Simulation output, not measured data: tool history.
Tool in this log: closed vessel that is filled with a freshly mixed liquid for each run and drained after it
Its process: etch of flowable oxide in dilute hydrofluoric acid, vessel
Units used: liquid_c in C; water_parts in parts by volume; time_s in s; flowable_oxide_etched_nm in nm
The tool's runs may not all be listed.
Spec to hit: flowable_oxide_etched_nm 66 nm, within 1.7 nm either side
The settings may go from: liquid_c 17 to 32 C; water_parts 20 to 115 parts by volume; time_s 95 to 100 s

{"run": 1, "hour": 0.0, "liquid_c": 24, "water_parts": 65, "time_s": 95, "flowable_oxide_etched_nm": 94.997}
{"run": 2, "hour": 4.8, "liquid_c": 24, "water_parts": 65, "time_s": 95, "flowable_oxide_etched_nm": 96.645}
{"run": 3, "hour": 13.1, "liquid_c": 27, "water_parts": 65, "time_s": 95, "flowable_oxide_etched_nm": 107.75}
{"run": 4, "hour": 15.8, "liquid_c": 24.5, "water_parts": 65, "time_s": 95, "flowable_oxide_etched_nm": 98.611}
{"run": 5, "hour": 24.7, "liquid_c": 21.5, "water_parts": 65, "time_s": 95, "flowable_oxide_etched_nm": 87.238}
{"run": 6, "hour": 27.8, "liquid_c": 21.5, "water_parts": 65, "time_s": 100, "flowable_oxide_etched_nm": 90.166}
{"run": 7, "hour": 34.7, "liquid_c": 20.5, "water_parts": 65, "time_s": 100, "flowable_oxide_etched_nm": 88.463}
{"run": 8, "hour": 39.1, "liquid_c": 19.5, "water_parts": 65, "time_s": 100, "flowable_oxide_etched_nm": 84.093}
{"run": 9, "hour": 42.4, "liquid_c": 19, "water_parts": 65, "time_s": 100, "flowable_oxide_etched_nm": 82.546}
{"run": 10, "hour": 48.6, "liquid_c": 18.5, "water_parts": 65, "time_s": 100, "flowable_oxide_etched_nm": 79.911}
{"run": 11, "hour": 52.4, "liquid_c": 18, "water_parts": 65, "time_s": 100, "flowable_oxide_etched_nm": 79.134}
{"run": 12, "hour": 60.7, "liquid_c": 17.5, "water_parts": 70, "time_s": 100, "flowable_oxide_etched_nm": 70.951}
{"run": 13, "hour": 67.0, "liquid_c": 17, "water_parts": 70, "time_s": 100, "flowable_oxide_etched_nm": 69.288}

Which of these 4 next moves meets every target?
{"run": "A", "hour": 73.3, "liquid_c": 17.5, "water_parts": 75, "time_s": 100, "flowable_oxide_etched_nm": "?"}
{"run": "B", "hour": 73.3, "liquid_c": 17.5, "water_parts": 70, "time_s": 100, "flowable_oxide_etched_nm": "?"}
{"run": "C", "hour": 73.3, "liquid_c": 17, "water_parts": 75, "time_s": 95, "flowable_oxide_etched_nm": "?"}
{"run": "D", "hour": 73.3, "liquid_c": 18, "water_parts": 70, "time_s": 95, "flowable_oxide_etched_nm": "?"}

move=A flowable_oxide_etched_nm=66.626
move=B flowable_oxide_etched_nm=71.777
move=C flowable_oxide_etched_nm=61.957
move=D flowable_oxide_etched_nm=69.659
A: all results in spec
B: the biggest miss grows against the last run
C: the result that was furthest off in the last run now lies on the other side of its target
D: the biggest miss grows against the last run
Answer: A
